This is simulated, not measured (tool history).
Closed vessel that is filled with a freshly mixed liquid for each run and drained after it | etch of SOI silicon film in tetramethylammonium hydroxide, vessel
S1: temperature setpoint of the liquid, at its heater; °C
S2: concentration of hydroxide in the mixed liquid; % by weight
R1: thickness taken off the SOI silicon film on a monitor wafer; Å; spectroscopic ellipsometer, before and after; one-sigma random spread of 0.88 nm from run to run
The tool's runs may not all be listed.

run 1 day=0 | S1=68 S2=10 time_in_the_liquid_(s)=30 | R1=1754.6
run 2 day=0.108 | S1=62.5 S2=10 time_in_the_liquid_(s)=30 | R1=1253.3
run 3 day=0.321 | S1=57.5 S2=10 time_in_the_liquid_(s)=30 | R1=922.44
run 4 day=0.467 | S1=55.5 S2=10 time_in_the_liquid_(s)=30 | R1=804.47
run 5 day=0.55 | S1=57 S2=10 time_in_the_liquid_(s)=30 | R1=887.19
run 6 day=0.721 | S1=58 S2=10 time_in_the_liquid_(s)=30 | R1=952.23

Predict the results of run 7:
run 7 day=0.954 | S1=59 S2=10 time_in_the_liquid_(s)=30 | R1=?

Run 7 came out at R1 1033.5 Å.
